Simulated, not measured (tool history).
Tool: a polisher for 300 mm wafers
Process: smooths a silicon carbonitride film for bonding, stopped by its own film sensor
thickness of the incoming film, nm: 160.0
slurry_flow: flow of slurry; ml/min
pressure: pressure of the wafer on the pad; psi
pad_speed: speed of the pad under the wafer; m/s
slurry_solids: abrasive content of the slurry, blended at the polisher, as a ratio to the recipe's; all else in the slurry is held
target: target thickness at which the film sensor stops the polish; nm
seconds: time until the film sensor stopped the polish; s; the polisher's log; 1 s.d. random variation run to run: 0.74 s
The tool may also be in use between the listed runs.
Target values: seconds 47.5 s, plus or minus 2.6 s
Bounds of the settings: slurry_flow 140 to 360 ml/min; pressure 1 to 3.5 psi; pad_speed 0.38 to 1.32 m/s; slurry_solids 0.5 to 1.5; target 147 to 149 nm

{"run": 1, "hour": 0.0, "slurry_flow": 230, "pressure": 2.2, "pad_speed": 0.84, "slurry_solids": 1, "target": 147, "seconds": 64.162}
{"run": 2, "hour": 4.4, "slurry_flow": 230, "pressure": 2.2, "pad_speed": 0.72, "slurry_solids": 1, "target": 147, "seconds": 70.21}
{"run": 3, "hour": 11.8, "slurry_flow": 230, "pressure": 2.2, "pad_speed": 0.72, "slurry_solids": 1, "target": 147, "seconds": 71.135}
{"run": 4, "hour": 15.1, "slurry_flow": 230, "pressure": 2.2, "pad_speed": 0.72, "slurry_solids": 1, "target": 147, "seconds": 72.784}
{"run": 5, "hour": 23.3, "slurry_flow": 230, "pressure": 2.2, "pad_speed": 0.8, "slurry_solids": 1, "target": 147, "seconds": 66.743}
{"run": 6, "hour": 25.7, "slurry_flow": 230, "pressure": 2.2, "pad_speed": 0.66, "slurry_solids": 1, "target": 147, "seconds": 75.618}
{"hour": 28.8, "done": "worn pad replaced by a new one"}
{"run": 7, "hour": 28.8, "slurry_flow": 230, "pressure": 2.4, "pad_speed": 0.68, "slurry_solids": 1, "target": 147, "seconds": 64.346}
{"run": 8, "hour": 32.1, "slurry_flow": 230, "pressure": 2.5, "pad_speed": 0.68, "slurry_solids": 1, "target": 147, "seconds": 62.332}
{"run": 9, "hour": 35.8, "slurry_flow": 230, "pressure": 2.6, "pad_speed": 0.68, "slurry_solids": 1, "target": 147, "seconds": 61.373}
{"run": 10, "hour": 41.5, "slurry_flow": 230, "pressure": 2.7, "pad_speed": 0.68, "slurry_solids": 1, "target": 147, "seconds": 59.348}
{"run": 11, "hour": 45.3, "slurry_flow": 230, "pressure": 2.8, "pad_speed": 0.68, "slurry_solids": 1, "target": 147, "seconds": 57.935}
{"run": 12, "hour": 50.1, "slurry_flow": 230, "pressure": 2.9, "pad_speed": 0.68, "slurry_solids": 1, "target": 147, "seconds": 56.267}

Next run, 5 choices. One meets every target within its allowed miss, the rest don't. Which?
{"run": "A", "hour": 54.9, "slurry_flow": 245, "pressure": 2.7, "pad_speed": 0.52, "slurry_solids": 1.1, "target": 147, "seconds": "?"}
{"run": "B", "hour": 54.9, "slurry_flow": 240, "pressure": 2.8, "pad_speed": 0.72, "slurry_solids": 1.05, "target": 147, "seconds": "?"}
{"run": "C", "hour": 54.9, "slurry_flow": 255, "pressure": 1.9, "pad_speed": 1, "slurry_solids": 0.9, "target": 147, "seconds": "?"}
{"run": "D", "hour": 54.9, "slurry_flow": 260, "pressure": 3.1, "pad_speed": 0.6, "slurry_solids": 0.9, "target": 149, "seconds": "?"}
{"run": "E", "hour": 54.9, "slurry_flow": 240, "pressure": 2.7, "pad_speed": 0.54, "slurry_solids": 1.1, "target": 148, "seconds": "?"}

move=A seconds=66.647
move=B seconds=54.55
move=C seconds=61.48
move=D seconds=49.428
move=E seconds=60.371
A: further off than the last run
B: nearer than the last run, and not there yet
C: further off than the last run
D: all results in spec
E: further off than the last run
Correct choice: D, which meets every target
